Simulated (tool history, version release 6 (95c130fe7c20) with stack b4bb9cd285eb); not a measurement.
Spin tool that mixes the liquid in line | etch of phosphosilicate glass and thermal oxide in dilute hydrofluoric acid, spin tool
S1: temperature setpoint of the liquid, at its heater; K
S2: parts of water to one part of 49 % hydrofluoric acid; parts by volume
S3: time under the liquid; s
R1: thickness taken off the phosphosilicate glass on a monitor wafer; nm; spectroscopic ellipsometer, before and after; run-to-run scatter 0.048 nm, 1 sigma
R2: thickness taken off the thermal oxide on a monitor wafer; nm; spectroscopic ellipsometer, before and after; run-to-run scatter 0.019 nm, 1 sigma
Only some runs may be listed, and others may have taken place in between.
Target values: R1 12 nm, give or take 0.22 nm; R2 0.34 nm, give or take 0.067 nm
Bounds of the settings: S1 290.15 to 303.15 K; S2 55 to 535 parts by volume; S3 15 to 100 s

{"run": 1, "hour": 0.0, "S1": 295.15, "S2": 295, "S3": 50, "R1": 20.021, "R2": 0.58774}
{"run": 2, "hour": 1.3, "S1": 295.15, "S2": 295, "S3": 65, "R1": 26.176, "R2": 0.76266}
{"run": 3, "hour": 4.9, "S1": 295.15, "S2": 295, "S3": 50, "R1": 20.055, "R2": 0.55817}
{"run": 4, "hour": 7.8, "S1": 293.65, "S2": 315, "S3": 50, "R1": 17.408, "R2": 0.49273}
{"run": 5, "hour": 8.9, "S1": 292.65, "S2": 330, "S3": 50, "R1": 16.008, "R2": 0.45144}
{"run": 6, "hour": 14.5, "S1": 295.65, "S2": 330, "S3": 50, "R1": 17.637, "R2": 0.52884}
{"run": 7, "hour": 18.9, "S1": 294.15, "S2": 345, "S3": 50, "R1": 15.82, "R2": 0.44591}
{"run": 8, "hour": 20.7, "S1": 290.65, "S2": 395, "S3": 50, "R1": 11.666, "R2": 0.33797}

Of the 4 settings listed for the next run, only one would bring every result within its allowed miss of target. Which one?
{"run": "A", "hour": 22.5, "S1": 290.15, "S2": 270, "S3": 30, "R1": "?", "R2": "?"}
{"run": "B", "hour": 22.5, "S1": 290.15, "S2": 275, "S3": 30, "R1": "?", "R2": "?"}
{"run": "C", "hour": 22.5, "S1": 290.65, "S2": 470, "S3": 65, "R1": "?", "R2": "?"}
{"run": "D", "hour": 22.5, "S1": 290.15, "S2": 330, "S3": 40, "R1": "?", "R2": "?"}

move=A R1=11.217 R2=0.3315
move=B R1=10.966 R2=0.32408
move=C R1=12.12 R2=0.3582
move=D R1=11.639 R2=0.34395
A: its largest miss is bigger than the last run's
B: its largest miss is bigger than the last run's
C: every result within its allowed miss
D: its largest miss is bigger than the last run's
C is the move that brings every result within its allowed miss.
